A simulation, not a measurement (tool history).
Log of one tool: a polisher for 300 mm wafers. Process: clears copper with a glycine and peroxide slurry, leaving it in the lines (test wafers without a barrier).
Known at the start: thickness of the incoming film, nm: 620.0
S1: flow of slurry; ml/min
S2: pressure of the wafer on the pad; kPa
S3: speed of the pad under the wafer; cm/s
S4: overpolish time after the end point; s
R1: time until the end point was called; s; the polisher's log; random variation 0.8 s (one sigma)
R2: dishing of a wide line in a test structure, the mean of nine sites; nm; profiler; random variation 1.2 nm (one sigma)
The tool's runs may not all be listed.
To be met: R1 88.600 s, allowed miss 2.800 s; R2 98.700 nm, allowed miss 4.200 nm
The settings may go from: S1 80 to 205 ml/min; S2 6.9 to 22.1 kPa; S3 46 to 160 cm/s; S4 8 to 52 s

run  hour   S1    S2   S3  S4       R1      R2
  1   0.0  135  14.5  102  26  146.240  71.323
  2   7.0  145  16.5  104  25  127.960  76.280
  3  13.3  115  16.5  104  25  134.960  72.545
  4  20.8  130  17.9  106  25  119.170  81.153
  5  27.9  145  19.3  106  24  111.240  82.154
  6  29.7  150  20.0  108  24  105.620  87.454
  7  34.1  155  20.7  110  24  100.950  91.251
  8  39.5  160  21.4  112  24   95.068  91.368
  9  43.4  160  21.4  114  24   93.343  95.386
 10  46.9  165  21.4  114  24   92.913  93.273

Which of these 4 next moves meets every target?
  A  50.4  145  21.4  112  26   ?   ?
  B  50.4  160  21.4  124  24   ?   ?
  C  50.4  195  20.7  106  24   ?   ?
  D  50.4  155  21.4  108  25   ?   ?

move      R1      R2
   A  96.979  97.966
   B  87.387  99.295
   C  97.875  91.809
   D  98.269  94.463
A: further off than the last run
B: meets every target
C: further off than the last run
D: further off than the last run
Move B is the one to make.
